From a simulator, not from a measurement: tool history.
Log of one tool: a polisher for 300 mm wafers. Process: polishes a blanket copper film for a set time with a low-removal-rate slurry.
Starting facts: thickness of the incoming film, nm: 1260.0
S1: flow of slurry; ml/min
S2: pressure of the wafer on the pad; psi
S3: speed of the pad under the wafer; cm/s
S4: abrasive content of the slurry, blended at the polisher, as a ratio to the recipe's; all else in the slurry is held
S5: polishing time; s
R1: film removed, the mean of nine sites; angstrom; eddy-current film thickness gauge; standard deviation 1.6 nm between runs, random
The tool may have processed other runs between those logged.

{"run": 1, "day": 0.0, "S1": 310, "S2": 3.0, "S3": 88, "S4": 1.0, "S5": 122, "R1": 2761.6}
{"run": 2, "day": 0.283, "S1": 310, "S2": 3.0, "S3": 100, "S4": 1.0, "S5": 122, "R1": 3154.9}
{"run": 3, "day": 0.45, "S1": 310, "S2": 3.0, "S3": 100, "S4": 0.85, "S5": 122, "R1": 2963.3}
{"run": 4, "day": 0.546, "S1": 310, "S2": 3.0, "S3": 100, "S4": 0.95, "S5": 122, "R1": 3075.4}
{"run": 5, "day": 0.908, "S1": 310, "S2": 3.0, "S3": 100, "S4": 0.8, "S5": 122, "R1": 2864.7}
{"run": 6, "day": 1.033, "S1": 310, "S2": 3.0, "S3": 100, "S4": 0.8, "S5": 122, "R1": 2871.8}
{"run": 7, "day": 1.383, "S1": 310, "S2": 2.6, "S3": 96, "S4": 0.8, "S5": 122, "R1": 2548.8}

What does the tool deliver on the next run?
{"run": 8, "day": 1.671, "S1": 310, "S2": 2.3, "S3": 88, "S4": 0.8, "S5": 122, "R1": "?"}

Run 8 gave R1 2214.4 angstrom.
